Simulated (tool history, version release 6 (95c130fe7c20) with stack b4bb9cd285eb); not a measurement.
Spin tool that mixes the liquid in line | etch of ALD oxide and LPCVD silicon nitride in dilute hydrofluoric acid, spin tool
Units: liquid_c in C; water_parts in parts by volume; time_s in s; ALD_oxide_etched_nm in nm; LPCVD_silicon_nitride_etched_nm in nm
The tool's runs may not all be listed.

run  hour  liquid_c  water_parts  time_s  ALD_oxide_etched_nm  LPCVD_silicon_nitride_etched_nm
  1   0.0      23.0           60      45               6.5685                          0.20374
  2   5.5      23.0           40      45               9.8963                          0.49642
  3   7.7      26.5           40      45              11.7910                          0.45540
  4  13.7      26.5           40      60              15.1710                          0.73133
     14.4  -- thermometer replaced
  5  14.4      26.5           50      60              13.0410                          0.59235
  6  19.4      26.5           50      50              10.8540                          0.49237
  7  27.4      24.0           55      50               9.0125                          0.40651

Forecast run 8:
  8  34.3      22.5           60      50                    ?                                ?

ALD_oxide_etched_nm: 7.7026 nm
LPCVD_silicon_nitride_etched_nm: 0.36290 nm

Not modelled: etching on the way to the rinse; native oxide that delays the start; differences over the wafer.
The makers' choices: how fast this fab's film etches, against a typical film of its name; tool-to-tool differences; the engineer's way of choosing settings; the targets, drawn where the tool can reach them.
